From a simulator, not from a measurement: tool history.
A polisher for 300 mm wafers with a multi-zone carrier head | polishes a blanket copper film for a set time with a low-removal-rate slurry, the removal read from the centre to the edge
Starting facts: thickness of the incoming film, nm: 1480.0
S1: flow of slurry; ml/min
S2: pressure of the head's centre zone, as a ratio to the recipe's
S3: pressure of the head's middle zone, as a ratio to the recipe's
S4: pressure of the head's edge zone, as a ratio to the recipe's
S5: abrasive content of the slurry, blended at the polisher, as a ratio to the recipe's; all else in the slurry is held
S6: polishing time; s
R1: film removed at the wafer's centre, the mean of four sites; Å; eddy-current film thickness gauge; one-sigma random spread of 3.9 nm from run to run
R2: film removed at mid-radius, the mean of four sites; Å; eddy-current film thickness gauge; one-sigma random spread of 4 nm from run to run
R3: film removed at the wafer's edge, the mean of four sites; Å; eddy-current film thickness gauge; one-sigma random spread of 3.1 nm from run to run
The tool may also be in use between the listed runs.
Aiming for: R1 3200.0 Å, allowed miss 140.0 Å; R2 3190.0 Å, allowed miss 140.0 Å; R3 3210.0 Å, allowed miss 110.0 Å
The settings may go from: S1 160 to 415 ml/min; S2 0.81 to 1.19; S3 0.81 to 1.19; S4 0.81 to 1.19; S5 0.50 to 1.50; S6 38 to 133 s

run 1 day=0.000 | S1=265 S2=1.00 S3=1.00 S4=1.00 S5=1.00 S6=85 | R1=2424.6 R2=2333.8 R3=2395.6
run 2 day=0.325 | S1=270 S2=1.01 S3=1.02 S4=1.02 S5=1.10 S6=87 | R1=2572.6 R2=2586.5 R3=2480.6
run 3 day=0.629 | S1=270 S2=1.01 S3=1.02 S4=1.02 S5=1.00 S6=87 | R1=2527.4 R2=2520.3 R3=2462.5
run 4 day=0.962 | S1=270 S2=1.01 S3=1.02 S4=1.02 S5=0.90 S6=87 | R1=2475.0 R2=2435.4 R3=2377.8
run 5 day=1.333 | S1=270 S2=1.01 S3=0.98 S4=1.02 S5=0.90 S6=87 | R1=2493.1 R2=2384.9 R3=2336.0
run 6 day=1.550 | S1=270 S2=1.01 S3=1.05 S4=1.02 S5=0.90 S6=87 | R1=2496.8 R2=2459.4 R3=2356.7
run 7 day=1.758 | S1=265 S2=1.02 S3=1.03 S4=1.02 S5=1.00 S6=89 | R1=2606.6 R2=2536.5 R3=2483.6
run 8 day=1.829 | S1=260 S2=1.02 S3=1.03 S4=1.02 S5=1.10 S6=91 | R1=2746.5 R2=2672.1 R3=2623.1
run 9 day=1.967 | S1=270 S2=1.04 S3=1.08 S4=1.12 S5=1.35 S6=94 | R1=2943.4 R2=3019.3 R3=2935.6
run 10 day=2.208 | S1=270 S2=1.05 S3=1.08 S4=1.13 S5=1.40 S6=95 | R1=3197.2 R2=3116.4 R3=3081.3
run 11 day=2.338 | S1=270 S2=1.05 S3=1.08 S4=1.14 S5=1.40 S6=95 | R1=3097.6 R2=3120.5 R3=3034.6
run 12 day=2.475 | S1=270 S2=1.05 S3=1.07 S4=1.15 S5=1.40 S6=95 | R1=3139.1 R2=3122.5 R3=3037.6

Which single option among these 5 for the next run brings every result within its allowed miss of target? Just one does.
run A day=2.612 | S1=335 S2=1.19 S3=1.19 S4=1.17 S5=1.30 S6=88 | R1=? R2=? R3=?
run B day=2.612 | S1=240 S2=1.06 S3=1.08 S4=1.17 S5=1.45 S6=98 | R1=? R2=? R3=?
run C day=2.612 | S1=335 S2=0.88 S3=1.07 S4=1.14 S5=1.50 S6=99 | R1=? R2=? R3=?
run D day=2.612 | S1=255 S2=1.04 S3=1.06 S4=1.04 S5=1.45 S6=94 | R1=? R2=? R3=?
run E day=2.612 | S1=290 S2=0.95 S3=0.91 S4=1.18 S5=1.40 S6=100 | R1=? R2=? R3=?

move=A R1=3215.0 R2=3084.5 R3=2872.4
move=B R1=3215.0 R2=3154.7 R3=3198.1
move=C R1=2955.5 R2=3315.0 R3=3307.1
move=D R1=3064.3 R2=3007.6 R3=2907.9
move=E R1=3059.7 R2=2873.4 R3=3313.3
A: further off than the last run
B: all results land within tolerance of their targets
C: meets the target for the result that was furthest off, but another lies outside its allowed miss
D: further off than the last run
E: meets the target for the result that was furthest off, but another lies outside its allowed miss
B meets every target.
